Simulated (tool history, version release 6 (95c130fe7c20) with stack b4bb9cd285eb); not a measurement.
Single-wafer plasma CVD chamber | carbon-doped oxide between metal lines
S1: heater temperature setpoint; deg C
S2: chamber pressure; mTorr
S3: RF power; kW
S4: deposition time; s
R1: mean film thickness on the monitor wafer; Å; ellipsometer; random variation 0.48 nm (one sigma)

run,hour,S1,S2,S3,S4,R1
1,0.0,360,6670,0.410,17.4,740.87
2,5.1,358,6850,0.425,17.4,765.83
3,6.2,349,6850,0.425,17.4,789.41
4,8.5,347,6950,0.430,17.4,796.88
5,13.9,346,7010,0.440,17.4,812.71
6,15.8,346,7010,0.415,17.4,773.91
7,20.9,345,7030,0.425,17.4,802.03
8,27.1,344,7140,0.430,17.4,804.50
9,28.2,343,7160,0.435,17.4,810.70

The next listed run, before its measurement:
10,35.5,343,7160,0.435,17.4,?

Run 10 gave R1 812.72 Å.

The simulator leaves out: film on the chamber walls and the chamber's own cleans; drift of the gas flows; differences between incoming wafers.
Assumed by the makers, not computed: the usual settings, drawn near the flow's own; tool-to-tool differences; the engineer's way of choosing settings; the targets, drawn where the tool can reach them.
